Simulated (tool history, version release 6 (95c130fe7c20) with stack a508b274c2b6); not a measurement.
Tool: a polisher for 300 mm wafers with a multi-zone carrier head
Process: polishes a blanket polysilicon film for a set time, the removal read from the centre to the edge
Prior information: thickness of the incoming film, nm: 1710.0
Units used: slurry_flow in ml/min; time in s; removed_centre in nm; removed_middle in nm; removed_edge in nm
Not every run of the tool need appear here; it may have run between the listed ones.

run	hour	slurry_flow	centre_zone	middle_zone	edge_zone	time	removed_centre	removed_middle	removed_edge
1	0.0	205	1.00	1.00	1.00	60	348.13	351.97	354.23
2	5.6	215	0.98	1.03	1.02	63	355.38	385.76	376.92
3	13.6	215	0.94	1.03	1.02	63	359.99	387.76	371.53
4	19.4	215	1.02	1.03	1.02	63	382.67	382.96	376.21
5	24.1	215	1.02	1.03	1.02	53	325.00	326.49	316.70
6	32.0	215	0.99	1.05	1.04	57	342.04	351.65	348.62

What will run 7 give?
7	39.1	225	0.96	1.08	1.05	60	?	?	?

{"run 7": {"removed_centre": 353.58, "removed_middle": 387.4, "removed_edge": 370.52}}

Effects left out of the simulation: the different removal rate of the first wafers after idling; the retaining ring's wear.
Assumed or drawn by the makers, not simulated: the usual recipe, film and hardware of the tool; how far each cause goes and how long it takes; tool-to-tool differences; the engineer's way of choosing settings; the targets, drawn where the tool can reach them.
